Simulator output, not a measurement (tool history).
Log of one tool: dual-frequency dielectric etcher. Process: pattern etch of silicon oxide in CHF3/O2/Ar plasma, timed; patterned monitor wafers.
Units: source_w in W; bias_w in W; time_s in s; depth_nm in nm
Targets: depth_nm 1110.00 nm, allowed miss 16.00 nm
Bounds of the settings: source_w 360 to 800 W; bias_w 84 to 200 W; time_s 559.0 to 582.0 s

{"run": 1, "hour": 0.0, "source_w": 580, "bias_w": 142, "time_s": 559.0, "depth_nm": 989.94}
{"run": 2, "hour": 6.2, "source_w": 580, "bias_w": 117, "time_s": 559.0, "depth_nm": 935.81}
{"run": 3, "hour": 9.7, "source_w": 620, "bias_w": 120, "time_s": 559.5, "depth_nm": 974.48}
{"run": 4, "hour": 12.8, "source_w": 650, "bias_w": 121, "time_s": 559.5, "depth_nm": 1001.8}
{"run": 5, "hour": 21.8, "source_w": 670, "bias_w": 122, "time_s": 559.5, "depth_nm": 1017.2}
{"run": 6, "hour": 28.6, "source_w": 670, "bias_w": 134, "time_s": 559.5, "depth_nm": 1045.5}
{"run": 7, "hour": 37.2, "source_w": 680, "bias_w": 134, "time_s": 559.5, "depth_nm": 1057.5}
{"run": 8, "hour": 40.0, "source_w": 690, "bias_w": 134, "time_s": 559.5, "depth_nm": 1071.8}
{"run": 9, "hour": 45.5, "source_w": 700, "bias_w": 134, "time_s": 559.5, "depth_nm": 1072.9}
{"run": 10, "hour": 47.1, "source_w": 710, "bias_w": 134, "time_s": 559.5, "depth_nm": 1082.4}
{"run": 11, "hour": 54.0, "source_w": 720, "bias_w": 134, "time_s": 559.5, "depth_nm": 1087.6}

Which of these 5 next moves meets every target?
{"run": "A", "hour": 60.9, "source_w": 590, "bias_w": 157, "time_s": 567.5, "depth_nm": "?"}
{"run": "B", "hour": 60.9, "source_w": 710, "bias_w": 129, "time_s": 580.0, "depth_nm": "?"}
{"run": "C", "hour": 60.9, "source_w": 660, "bias_w": 132, "time_s": 578.5, "depth_nm": "?"}
{"run": "D", "hour": 60.9, "source_w": 710, "bias_w": 127, "time_s": 568.5, "depth_nm": "?"}
{"run": "E", "hour": 60.9, "source_w": 670, "bias_w": 137, "time_s": 563.0, "depth_nm": "?"}

move=A depth_nm=1054.40
move=B depth_nm=1109.10
move=C depth_nm=1076.00
move=D depth_nm=1082.30
move=E depth_nm=1066.30
A: further off than the last run
B: meets every target
C: further off than the last run
D: further off than the last run
E: further off than the last run
Move B is the one to make.
